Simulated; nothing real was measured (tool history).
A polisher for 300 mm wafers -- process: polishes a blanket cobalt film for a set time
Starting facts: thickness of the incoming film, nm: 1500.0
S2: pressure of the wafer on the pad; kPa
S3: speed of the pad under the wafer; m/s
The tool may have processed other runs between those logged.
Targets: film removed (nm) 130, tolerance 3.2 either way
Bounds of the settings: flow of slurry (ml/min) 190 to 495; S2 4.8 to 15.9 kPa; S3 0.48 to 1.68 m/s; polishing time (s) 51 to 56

run 1 day=0 | flow_of_slurry_(ml/min)=320 S2=10.3 S3=1.08 polishing_time_(s)=56 | film_removed_(nm)=207.93
run 2 day=0.192 | flow_of_slurry_(ml/min)=285 S2=10.3 S3=1.08 polishing_time_(s)=56 | film_removed_(nm)=205.59
run 3 day=0.379 | flow_of_slurry_(ml/min)=280 S2=9 S3=1.08 polishing_time_(s)=56 | film_removed_(nm)=180.1
run 4 day=0.558 | flow_of_slurry_(ml/min)=280 S2=9 S3=1.08 polishing_time_(s)=56 | film_removed_(nm)=177.73
run 5 day=0.817 | flow_of_slurry_(ml/min)=275 S2=8.3 S3=1.08 polishing_time_(s)=56 | film_removed_(nm)=167.21
run 6 day=0.962 | flow_of_slurry_(ml/min)=275 S2=8.3 S3=1.08 polishing_time_(s)=56 | film_removed_(nm)=164.94
run 7 day=1.008 | flow_of_slurry_(ml/min)=275 S2=7.6 S3=1.08 polishing_time_(s)=56 | film_removed_(nm)=153.56
run 8 day=1.083 | flow_of_slurry_(ml/min)=275 S2=6.9 S3=1.08 polishing_time_(s)=56 | film_removed_(nm)=139.56
run 9 day=1.233 | flow_of_slurry_(ml/min)=275 S2=6.2 S3=1.08 polishing_time_(s)=56 | film_removed_(nm)=125.53
run 10 day=1.592 | flow_of_slurry_(ml/min)=270 S2=6.2 S3=1.08 polishing_time_(s)=56 | film_removed_(nm)=125.7

Which of these 4 next moves meets every target?
run A day=1.95 | flow_of_slurry_(ml/min)=300 S2=6.2 S3=1.16 polishing_time_(s)=51 | film_removed_(nm)=?
run B day=1.95 | flow_of_slurry_(ml/min)=225 S2=5.5 S3=1.24 polishing_time_(s)=55 | film_removed_(nm)=?
run C day=1.95 | flow_of_slurry_(ml/min)=215 S2=5.5 S3=1.18 polishing_time_(s)=56 | film_removed_(nm)=?
run D day=1.95 | flow_of_slurry_(ml/min)=235 S2=6.9 S3=1.04 polishing_time_(s)=55 | film_removed_(nm)=?

move=A film_removed_(nm)=124.95
move=B film_removed_(nm)=125.57
move=C film_removed_(nm)=121.32
move=D film_removed_(nm)=131.36
A: the biggest miss grows against the last run
B: roughly where the last run was
C: the biggest miss grows against the last run
D: each result inside its tolerance
The move that meets every target is D.
